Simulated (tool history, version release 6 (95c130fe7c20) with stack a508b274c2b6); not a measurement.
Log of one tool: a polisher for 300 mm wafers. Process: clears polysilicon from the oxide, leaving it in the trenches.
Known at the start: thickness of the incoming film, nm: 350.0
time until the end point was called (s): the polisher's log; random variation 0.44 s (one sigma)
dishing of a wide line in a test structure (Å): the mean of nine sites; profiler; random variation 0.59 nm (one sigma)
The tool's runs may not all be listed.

run	day	flow of slurry (ml/min)	pressure of the wafer on the pad (kPa)	speed of the pad under the wafer (cm/s)	overpolish time after the end point (s)	time until the end point was called (s)	dishing of a wide line in a test structure (Å)
1	0.000	240	14.5	100	21	37.642	510.89
2	0.325	240	13.1	100	19	41.560	495.72
3	0.583	240	15.2	100	19	35.969	493.79
4	0.729	265	15.2	100	19	35.663	507.17
5	0.771	260	13.8	100	18	39.623	493.60
6	0.942	260	12.4	100	18	43.244	485.05
7	1.042	260	11.7	100	19	45.971	474.91

The next listed run, before its measurement:
8	1.121	255	11.0	100	22	?	?

Run 8 gave time until the end point was called (s) 49.286, dishing of a wide line in a test structure (Å) 497.09.
